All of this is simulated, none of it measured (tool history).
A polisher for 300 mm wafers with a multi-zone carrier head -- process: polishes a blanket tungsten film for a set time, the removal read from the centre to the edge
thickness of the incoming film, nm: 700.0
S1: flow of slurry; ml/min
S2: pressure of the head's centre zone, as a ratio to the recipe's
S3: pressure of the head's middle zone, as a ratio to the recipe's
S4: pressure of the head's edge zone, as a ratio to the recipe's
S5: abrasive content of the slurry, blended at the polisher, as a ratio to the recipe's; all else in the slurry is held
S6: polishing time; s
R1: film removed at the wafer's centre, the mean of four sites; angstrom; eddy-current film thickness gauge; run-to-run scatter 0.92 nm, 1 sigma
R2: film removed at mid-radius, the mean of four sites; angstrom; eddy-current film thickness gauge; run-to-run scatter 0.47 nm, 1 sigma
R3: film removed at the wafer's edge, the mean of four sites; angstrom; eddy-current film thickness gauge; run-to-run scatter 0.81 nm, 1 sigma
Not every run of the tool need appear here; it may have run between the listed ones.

run	hour	S1	S2	S3	S4	S5	S6	R1	R2	R3
1	0.0	220	1.00	1.00	1.00	1.00	30	1019.50	991.23	999.21
2	2.2	220	1.00	0.99	0.99	0.95	29	958.80	940.59	938.93
3	6.7	215	1.01	0.97	0.98	0.90	28	944.66	874.24	900.10
4	14.1	215	1.01	0.97	0.93	0.90	28	931.74	886.05	880.59
5	15.4	215	1.01	0.96	0.92	0.85	27	895.86	851.82	860.41
6	23.9	215	1.04	0.96	0.92	0.85	27	923.98	851.99	853.53
7	30.1	215	1.04	0.95	0.91	0.80	26	869.40	793.54	802.20
8	37.5	215	1.04	0.94	0.91	0.75	25	820.05	750.56	764.45

Estimate the outcome of run 9 from the log above:
9	38.5	215	1.05	0.93	0.91	0.70	24	?	?	?

R1: 805.48 angstrom
R2: 717.51 angstrom
R3: 731.39 angstrom

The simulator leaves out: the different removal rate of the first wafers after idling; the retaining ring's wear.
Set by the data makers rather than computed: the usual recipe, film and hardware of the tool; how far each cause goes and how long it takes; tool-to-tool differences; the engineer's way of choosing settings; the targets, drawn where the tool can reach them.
